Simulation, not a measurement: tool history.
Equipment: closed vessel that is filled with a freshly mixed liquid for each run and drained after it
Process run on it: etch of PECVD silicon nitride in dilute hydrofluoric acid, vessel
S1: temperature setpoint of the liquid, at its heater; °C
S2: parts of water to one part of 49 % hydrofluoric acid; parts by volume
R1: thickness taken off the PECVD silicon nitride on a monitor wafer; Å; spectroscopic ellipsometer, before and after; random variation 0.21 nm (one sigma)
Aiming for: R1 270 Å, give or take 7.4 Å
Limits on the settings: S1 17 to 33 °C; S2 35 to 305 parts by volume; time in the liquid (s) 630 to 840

{"run": 1, "hour": 0.0, "S1": 25, "S2": 170, "time in the liquid (s)": 840, "R1": 187.07}
{"run": 2, "hour": 6.6, "S1": 26, "S2": 170, "time in the liquid (s)": 840, "R1": 198.49}
{"run": 3, "hour": 12.2, "S1": 29, "S2": 170, "time in the liquid (s)": 840, "R1": 239.2}
{"run": 4, "hour": 17.4, "S1": 29, "S2": 170, "time in the liquid (s)": 630, "R1": 177.92}
{"hour": 22.3, "done": "thermometer replaced"}
{"run": 5, "hour": 22.3, "S1": 29.5, "S2": 160, "time in the liquid (s)": 630, "R1": 226.52}
{"run": 6, "hour": 25.1, "S1": 29.5, "S2": 210, "time in the liquid (s)": 630, "R1": 173.11}
{"run": 7, "hour": 34.5, "S1": 30, "S2": 200, "time in the liquid (s)": 630, "R1": 185.94}
{"run": 8, "hour": 36.3, "S1": 30.5, "S2": 190, "time in the liquid (s)": 630, "R1": 204.2}
{"run": 9, "hour": 45.8, "S1": 31, "S2": 185, "time in the liquid (s)": 630, "R1": 214.19}
{"run": 10, "hour": 55.5, "S1": 31, "S2": 185, "time in the liquid (s)": 630, "R1": 214.21}
{"run": 11, "hour": 64.9, "S1": 31.5, "S2": 180, "time in the liquid (s)": 630, "R1": 226.24}
{"run": 12, "hour": 68.3, "S1": 32, "S2": 175, "time in the liquid (s)": 630, "R1": 239.84}
{"run": 13, "hour": 76.8, "S1": 32.5, "S2": 170, "time in the liquid (s)": 630, "R1": 254.82}

Which of these 4 next moves meets every target?
{"run": "A", "hour": 85.3, "S1": 33, "S2": 200, "time in the liquid (s)": 770, "R1": "?"}
{"run": "B", "hour": 85.3, "S1": 30.5, "S2": 170, "time in the liquid (s)": 815, "R1": "?"}
{"run": "C", "hour": 85.3, "S1": 33, "S2": 210, "time in the liquid (s)": 840, "R1": "?"}
{"run": "D", "hour": 85.3, "S1": 33, "S2": 205, "time in the liquid (s)": 840, "R1": "?"}

move=A R1=273.18
move=B R1=294.65
move=C R1=283.31
move=D R1=290.48
A: meets every target
B: pushes the last run's worst result past its target
C: pushes the last run's worst result past its target
D: pushes the last run's worst result past its target
Correct choice: A, which meets every target
